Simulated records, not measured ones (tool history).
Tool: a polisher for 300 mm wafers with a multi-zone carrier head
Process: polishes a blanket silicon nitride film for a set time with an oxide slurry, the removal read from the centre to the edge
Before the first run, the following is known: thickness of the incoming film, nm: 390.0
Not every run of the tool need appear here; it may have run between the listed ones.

run	hour	flow of slurry (ml/min)	pressure of the head's centre zone	pressure of the head's middle zone	pressure of the head's edge zone	abrasive content of the slurry	polishing time (s)	film removed at the wafer's centre (Å)	film removed at mid-radius (Å)	film removed at the wafer's edge (Å)
1	0	310	1	1	1	1	47	233.15	227	229.61
2	4.4	310	1	1.04	1	1	47	232.87	234.33	231.72
3	12.5	370	1	1.04	1	1	47	236.18	241.12	237.67
4	15.8	370	1	1.11	1	1	47	236.03	251.49	231.1
5	24.7	370	1	1.11	1.08	1	47	234.18	248.79	240.76
6	30.8	370	1	1.19	1.08	1	47	234.53	262.96	247.32
7	36.2	370	1	1.19	1.09	1.1	47	249.25	276.33	256.83

Run 8 is up next; what results do you expect?
8	42.8	365	0.99	1.19	1.11	1.15	47	?	?	?

{"run 8": {"film removed at the wafer's centre (Å)": 255.47, "film removed at mid-radius (Å)": 286.36, "film removed at the wafer's edge (Å)": 273}}

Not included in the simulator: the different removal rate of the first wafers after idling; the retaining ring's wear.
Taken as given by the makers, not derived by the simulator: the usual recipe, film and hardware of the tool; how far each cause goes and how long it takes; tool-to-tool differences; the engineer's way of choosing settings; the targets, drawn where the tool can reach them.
